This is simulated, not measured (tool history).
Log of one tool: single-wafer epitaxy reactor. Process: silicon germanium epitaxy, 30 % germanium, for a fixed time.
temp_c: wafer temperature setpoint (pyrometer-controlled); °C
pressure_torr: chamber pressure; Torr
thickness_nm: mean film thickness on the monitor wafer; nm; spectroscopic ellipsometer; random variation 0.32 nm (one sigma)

{"run": 1, "hour": 0.0, "temp_c": 625, "pressure_torr": 16.2, "thickness_nm": 79.56}
{"run": 2, "hour": 8.8, "temp_c": 621, "pressure_torr": 16.1, "thickness_nm": 73.683}
{"run": 3, "hour": 9.4, "temp_c": 629, "pressure_torr": 16.1, "thickness_nm": 87.545}
{"run": 4, "hour": 16.7, "temp_c": 624, "pressure_torr": 16.0, "thickness_nm": 77.329}
{"run": 5, "hour": 20.0, "temp_c": 621, "pressure_torr": 16.0, "thickness_nm": 73.901}
{"run": 6, "hour": 22.2, "temp_c": 621, "pressure_torr": 15.0, "thickness_nm": 71.088}
{"run": 7, "hour": 27.0, "temp_c": 619, "pressure_torr": 15.0, "thickness_nm": 68.754}
{"run": 8, "hour": 28.7, "temp_c": 617, "pressure_torr": 15.0, "thickness_nm": 65.682}

The next listed run, before its measurement:
{"run": 9, "hour": 30.7, "temp_c": 616, "pressure_torr": 15.0, "thickness_nm": "?"}

thickness_nm: 64.332 nm

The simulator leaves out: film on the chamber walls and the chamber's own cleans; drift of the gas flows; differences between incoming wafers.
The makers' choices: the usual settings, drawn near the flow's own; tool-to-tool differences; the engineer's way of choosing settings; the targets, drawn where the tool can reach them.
